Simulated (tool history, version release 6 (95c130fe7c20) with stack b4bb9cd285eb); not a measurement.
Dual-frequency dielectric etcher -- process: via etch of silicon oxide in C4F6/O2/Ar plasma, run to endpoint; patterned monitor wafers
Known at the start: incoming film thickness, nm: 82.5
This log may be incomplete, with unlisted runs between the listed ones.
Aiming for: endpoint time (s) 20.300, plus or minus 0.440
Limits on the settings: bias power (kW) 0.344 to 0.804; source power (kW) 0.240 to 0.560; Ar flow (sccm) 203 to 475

| run | hour | bias power (kW) | source power (kW) | Ar flow (sccm) | endpoint time (s) |
|---|---|---|---|---|---|
| 1 | 0.0 | 0.574 | 0.400 | 339 | 17.832 |
| 2 | 2.2 | 0.574 | 0.350 | 339 | 18.896 |
| 3 | 3.4 | 0.574 | 0.280 | 339 | 21.756 |
| 4 | 10.8 | 0.492 | 0.280 | 339 | 22.810 |
| 5 | 17.9 | 0.492 | 0.280 | 312 | 22.694 |
| 6 | 25.3 | 0.528 | 0.280 | 312 | 22.109 |
| 7 | 30.6 | 0.555 | 0.280 | 312 | 21.758 |
| 8 | 35.0 | 0.578 | 0.280 | 312 | 21.637 |
| 9 | 38.1 | 0.601 | 0.280 | 312 | 21.516 |
| 10 | 41.7 | 0.623 | 0.280 | 312 | 20.778 |
| 11 | 48.5 | 0.623 | 0.280 | 312 | 21.122 |

Next run, 4 choices. One meets every target within its allowed miss, the rest don't. Which?
| A | 55.3 | 0.584 | 0.290 | 310 | ? |
| B | 55.3 | 0.663 | 0.290 | 340 | ? |
| C | 55.3 | 0.733 | 0.240 | 362 | ? |
| D | 55.3 | 0.658 | 0.300 | 281 | ? |

| move | endpoint time (s) |
|---|---|
| A | 21.039 |
| B | 20.426 |
| C | 22.671 |
| D | 19.606 |
A: closer than the last run, but not yet in spec
B: in spec on every target
C: misses by more than the last run did
D: takes the biggest miss from the last run beyond its target
The right move is B.
